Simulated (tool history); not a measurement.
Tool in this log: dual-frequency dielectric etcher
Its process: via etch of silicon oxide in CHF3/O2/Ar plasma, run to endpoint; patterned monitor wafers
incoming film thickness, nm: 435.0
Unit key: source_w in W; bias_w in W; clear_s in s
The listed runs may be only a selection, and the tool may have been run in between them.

{"run": 1, "day": 0.0, "source_w": 850, "bias_w": 120, "clear_s": 204.84}
{"run": 2, "day": 0.079, "source_w": 940, "bias_w": 123, "clear_s": 195.46}
{"run": 3, "day": 0.179, "source_w": 940, "bias_w": 106, "clear_s": 205.83}
{"run": 4, "day": 0.488, "source_w": 1020, "bias_w": 113, "clear_s": 196.47}
{"run": 5, "day": 0.617, "source_w": 1070, "bias_w": 119, "clear_s": 189.63}
{"run": 6, "day": 0.733, "source_w": 1110, "bias_w": 123, "clear_s": 186.14}
{"run": 7, "day": 0.946, "source_w": 1140, "bias_w": 127, "clear_s": 182.02}

Expected results for the next run?
{"run": 8, "day": 1.042, "source_w": 1160, "bias_w": 129, "clear_s": "?"}

Run 8 came out at clear_s 180.34 s.
